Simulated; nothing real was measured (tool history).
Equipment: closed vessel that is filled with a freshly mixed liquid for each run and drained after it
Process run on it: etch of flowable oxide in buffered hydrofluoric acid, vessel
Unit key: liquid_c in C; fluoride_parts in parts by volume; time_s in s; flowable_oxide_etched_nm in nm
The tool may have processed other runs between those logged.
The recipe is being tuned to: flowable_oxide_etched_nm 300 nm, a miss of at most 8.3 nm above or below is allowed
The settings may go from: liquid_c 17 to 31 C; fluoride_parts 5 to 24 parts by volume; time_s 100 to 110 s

run,hour,liquid_c,fluoride_parts,time_s,flowable_oxide_etched_nm
1,0,23,14.5,100,129.93
2,6.4,23,18.5,100,103.04
3,9.4,24.5,16,100,130.11
4,16.7,26,14.5,100,151.19
5,21.8,26,12,100,181.49
6,23.1,26,14.5,100,151.92
7,24.8,27,13,100,178.07
8,31.6,27,13,100,180.53
9,32.7,28,12,100,205.93
10,36.7,28.5,11.5,100,218.09
11,43.5,31,8,100,349.56
12,45.1,30.5,8,100,341.87
13,46,30,8,100,334.99
14,51.6,27.5,8,100,291.62

5 candidate next runs follow, results not yet known. Just one meets every target within its allowed miss. Identify it.
A,57.2,28.5,9,105,?
B,57.2,27,8,100,?
C,57.2,27,7.5,100,?
D,57.2,29.5,9,100,?
E,57.2,24,7,100,?

move,flowable_oxide_etched_nm
A,284.86
B,284.61
C,305.18
D,285.99
E,279.65
A: the biggest miss grows against the last run
B: the biggest miss grows against the last run
C: all results land within tolerance of their targets
D: the biggest miss grows against the last run
E: the biggest miss grows against the last run
Go with C: it meets all targets.
